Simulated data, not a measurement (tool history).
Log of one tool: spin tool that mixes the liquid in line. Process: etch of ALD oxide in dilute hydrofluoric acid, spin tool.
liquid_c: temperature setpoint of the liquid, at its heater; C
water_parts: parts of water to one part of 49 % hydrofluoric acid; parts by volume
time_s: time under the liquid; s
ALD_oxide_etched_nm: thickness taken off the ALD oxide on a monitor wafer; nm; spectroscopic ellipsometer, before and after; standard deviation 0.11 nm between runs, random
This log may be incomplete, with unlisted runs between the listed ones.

| run | hour | liquid_c | water_parts | time_s | ALD_oxide_etched_nm |
|---|---|---|---|---|---|
| 1 | 0.0 | 21.0 | 170 | 290 | 18.447 |
| 2 | 3.6 | 22.5 | 160 | 290 | 20.975 |
| 3 | 6.6 | 23.5 | 150 | 290 | 23.517 |
| 4 | 14.2 | 24.5 | 145 | 290 | 25.403 |
| 5 | 20.4 | 25.5 | 140 | 290 | 27.488 |
| 6 | 25.9 | 25.5 | 180 | 290 | 20.349 |
| 7 | 31.6 | 26.0 | 170 | 290 | 22.280 |
| 8 | 39.6 | 29.0 | 110 | 290 | 41.707 |
| 9 | 42.2 | 28.5 | 110 | 290 | 40.626 |
| 10 | 47.7 | 28.0 | 110 | 290 | 39.552 |

Predict the results of run 11:
| 11 | 56.5 | 27.5 | 110 | 290 | ? |

ALD_oxide_etched_nm: 38.794 nm
